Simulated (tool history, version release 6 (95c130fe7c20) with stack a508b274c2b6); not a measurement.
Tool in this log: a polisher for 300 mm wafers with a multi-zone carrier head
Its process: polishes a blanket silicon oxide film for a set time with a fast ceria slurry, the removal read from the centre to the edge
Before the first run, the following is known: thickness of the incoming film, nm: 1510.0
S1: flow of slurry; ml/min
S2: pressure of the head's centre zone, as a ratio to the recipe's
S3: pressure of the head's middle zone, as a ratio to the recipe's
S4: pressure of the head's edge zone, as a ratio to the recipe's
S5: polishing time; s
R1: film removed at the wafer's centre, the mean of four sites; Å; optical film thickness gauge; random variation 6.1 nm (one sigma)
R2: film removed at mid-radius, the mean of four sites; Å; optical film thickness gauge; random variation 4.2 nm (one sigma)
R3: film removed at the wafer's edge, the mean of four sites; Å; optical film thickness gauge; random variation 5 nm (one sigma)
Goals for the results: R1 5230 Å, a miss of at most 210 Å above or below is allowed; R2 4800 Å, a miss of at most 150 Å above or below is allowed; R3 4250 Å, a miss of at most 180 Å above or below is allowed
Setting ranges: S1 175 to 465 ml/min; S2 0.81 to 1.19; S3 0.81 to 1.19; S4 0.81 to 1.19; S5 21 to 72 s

{"run": 1, "hour": 0.0, "S1": 295, "S2": 1, "S3": 1, "S4": 1, "S5": 46, "R1": 4135.4, "R2": 4045.1, "R3": 4138.4}
{"run": 2, "hour": 1.0, "S1": 295, "S2": 1.07, "S3": 1, "S4": 1, "S5": 46, "R1": 4397, "R2": 4075.1, "R3": 4140}
{"run": 3, "hour": 2.8, "S1": 295, "S2": 1.07, "S3": 1.07, "S4": 1, "S5": 46, "R1": 4408.1, "R2": 4270.2, "R3": 3999.9}
{"run": 4, "hour": 5.3, "S1": 295, "S2": 1.07, "S3": 1.07, "S4": 1, "S5": 56, "R1": 5401, "R2": 5225, "R3": 4941.3}
{"run": 5, "hour": 9.5, "S1": 290, "S2": 1.09, "S3": 1.07, "S4": 0.96, "S5": 55, "R1": 5336.5, "R2": 5165.3, "R3": 4818.6}
{"run": 6, "hour": 10.1, "S1": 290, "S2": 1.12, "S3": 1.07, "S4": 0.96, "S5": 55, "R1": 5579.8, "R2": 5175.4, "R3": 4826.6}
{"run": 7, "hour": 11.7, "S1": 290, "S2": 1.13, "S3": 1.08, "S4": 0.95, "S5": 53, "R1": 5313, "R2": 4981.5, "R3": 4596.4}
{"run": 8, "hour": 16.0, "S1": 290, "S2": 1.15, "S3": 1.09, "S4": 0.94, "S5": 52, "R1": 5370.5, "R2": 4957.1, "R3": 4593.7}

Which single option among these 4 for the next run brings every result within its allowed miss of target? Just one does.
{"run": "A", "hour": 20.3, "S1": 325, "S2": 1.19, "S3": 1.13, "S4": 0.94, "S5": 48, "R1": "?", "R2": "?", "R3": "?"}
{"run": "B", "hour": 20.3, "S1": 300, "S2": 1.09, "S3": 1.01, "S4": 0.95, "S5": 57, "R1": "?", "R2": "?", "R3": "?"}
{"run": "C", "hour": 20.3, "S1": 285, "S2": 1.18, "S3": 1, "S4": 1.06, "S5": 52, "R1": "?", "R2": "?", "R3": "?"}
{"run": "D", "hour": 20.3, "S1": 315, "S2": 1.19, "S3": 1.12, "S4": 0.92, "S5": 52, "R1": "?", "R2": "?", "R3": "?"}

move=A R1=5267.5 R2=4746.4 R3=4296.2
move=B R1=5670.3 R2=5082.9 R3=5100.5
move=C R1=5567.8 R2=4569.5 R3=4856
move=D R1=5686.7 R2=5087.2 R3=4603.1
A: all results land within tolerance of their targets
B: lands further from the targets than the last run did
C: lands further from the targets than the last run did
D: lands further from the targets than the last run did
So the answer is move A, the one that meets all the targets.
